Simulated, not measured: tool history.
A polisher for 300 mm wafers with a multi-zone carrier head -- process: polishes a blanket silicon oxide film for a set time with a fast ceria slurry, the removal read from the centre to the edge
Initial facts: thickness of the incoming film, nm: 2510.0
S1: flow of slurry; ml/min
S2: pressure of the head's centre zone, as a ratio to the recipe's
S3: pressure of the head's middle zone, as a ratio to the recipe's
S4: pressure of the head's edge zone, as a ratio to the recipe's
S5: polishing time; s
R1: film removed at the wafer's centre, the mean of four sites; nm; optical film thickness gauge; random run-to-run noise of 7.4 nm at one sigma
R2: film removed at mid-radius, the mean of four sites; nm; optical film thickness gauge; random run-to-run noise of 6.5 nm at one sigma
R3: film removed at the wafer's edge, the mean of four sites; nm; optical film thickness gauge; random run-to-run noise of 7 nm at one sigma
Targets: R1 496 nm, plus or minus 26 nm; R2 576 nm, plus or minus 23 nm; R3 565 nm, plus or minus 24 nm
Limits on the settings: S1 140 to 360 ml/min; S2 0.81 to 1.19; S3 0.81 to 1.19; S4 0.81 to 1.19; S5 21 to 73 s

run 1 hour=0 | S1=230 S2=1 S3=1 S4=1 S5=47 | R1=689.99 R2=699.02 R3=722.11
run 2 hour=7.8 | S1=230 S2=1 S3=1 S4=1 S5=57 | R1=832.94 R2=832.42 R3=885.42
run 3 hour=14.5 | S1=230 S2=1 S3=1 S4=0.95 S5=57 | R1=838.19 R2=842.26 R3=857.26
run 4 hour=21.3 | S1=230 S2=1 S3=0.92 S4=0.95 S5=57 | R1=855.61 R2=779.49 R3=866.1
run 5 hour=25.2 | S1=230 S2=1.08 S3=0.92 S4=0.95 S5=57 | R1=922.97 R2=794.88 R3=874.38
run 6 hour=33.4 | S1=225 S2=1.02 S3=0.94 S4=0.94 S5=53 | R1=784.2 R2=739.86 R3=784.3
run 7 hour=34.4 | S1=215 S2=0.98 S3=0.94 S4=0.92 S5=50 | R1=711.94 R2=687.38 R3=713.81
-- hour=42.6 slurry nozzle cleaned
run 8 hour=42.6 | S1=205 S2=0.94 S3=0.95 S4=0.92 S5=48 | R1=703.16 R2=682.17 R3=708.35
run 9 hour=45.9 | S1=215 S2=0.91 S3=0.97 S4=0.94 S5=45 | R1=605.6 R2=647.56 R3=692.25
run 10 hour=52.9 | S1=210 S2=0.9 S3=0.98 S4=0.92 S5=43 | R1=605.84 R2=641.13 R3=625.27
run 11 hour=61.2 | S1=215 S2=0.88 S3=0.98 S4=0.92 S5=41 | R1=554.87 R2=604.65 R3=609.55
run 12 hour=62.9 | S1=215 S2=0.87 S3=0.98 S4=0.91 S5=40 | R1=539.17 R2=591.15 R3=600.92

Next run, 5 choices. One meets every target within its allowed miss, the rest don't. Which?
run A hour=64.6 | S1=215 S2=0.87 S3=0.9 S4=0.95 S5=42 | R1=? R2=? R3=?
run B hour=64.6 | S1=285 S2=0.81 S3=0.97 S4=1.1 S5=39 | R1=? R2=? R3=?
run C hour=64.6 | S1=195 S2=0.94 S3=0.85 S4=0.92 S5=43 | R1=? R2=? R3=?
run D hour=64.6 | S1=140 S2=0.88 S3=1.06 S4=0.93 S5=42 | R1=? R2=? R3=?
run E hour=64.6 | S1=145 S2=0.83 S3=0.99 S4=0.86 S5=41 | R1=? R2=? R3=?

move=A R1=554.91 R2=582.74 R3=633.9
move=B R1=500.35 R2=594.01 R3=646.56
move=C R1=600.67 R2=561.98 R3=633.91
move=D R1=523.74 R2=628.8 R3=598.56
move=E R1=488.07 R2=582.85 R3=566.66
A: misses by more than the last run did
B: gets the furthest-off result to its target, but another result is out of tolerance
C: misses by more than the last run did
D: misses by more than the last run did
E: all results land within tolerance of their targets
The right move is E.
